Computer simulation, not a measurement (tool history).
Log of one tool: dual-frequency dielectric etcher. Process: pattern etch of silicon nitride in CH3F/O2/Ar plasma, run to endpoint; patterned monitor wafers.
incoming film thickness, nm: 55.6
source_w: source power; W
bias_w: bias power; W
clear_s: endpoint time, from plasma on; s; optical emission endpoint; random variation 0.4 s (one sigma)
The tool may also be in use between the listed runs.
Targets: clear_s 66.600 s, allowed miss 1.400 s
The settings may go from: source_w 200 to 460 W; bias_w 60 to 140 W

| run | day | source_w | bias_w | clear_s |
|---|---|---|---|---|
| 1 | 0.000 | 330 | 100 | 80.003 |
| 2 | 0.029 | 330 | 109 | 77.838 |
| 3 | 0.229 | 350 | 109 | 75.628 |
| 4 | 0.571 | 350 | 120 | 72.356 |
| 5 | 0.692 | 320 | 120 | 75.921 |
| 6 | 0.946 | 340 | 121 | 73.991 |
| 7 | 1.083 | 360 | 122 | 71.709 |
| 8 | 1.342 | 370 | 123 | 70.702 |

5 next moves are on the table. One of them brings every result within its allowed miss. Which?
| A | 1.600 | 430 | 131 | ? |
| B | 1.600 | 390 | 135 | ? |
| C | 1.600 | 360 | 133 | ? |
| D | 1.600 | 330 | 120 | ? |
| E | 1.600 | 340 | 137 | ? |

| move | clear_s |
|---|---|
| A | 63.735 |
| B | 65.914 |
| C | 68.819 |
| D | 74.573 |
| E | 69.936 |
A: takes the result that was furthest off past its target
B: meets every target
C: nearer than the last run, and not there yet
D: further off than the last run
E: nearer than the last run, and not there yet
Move B is the one to make.
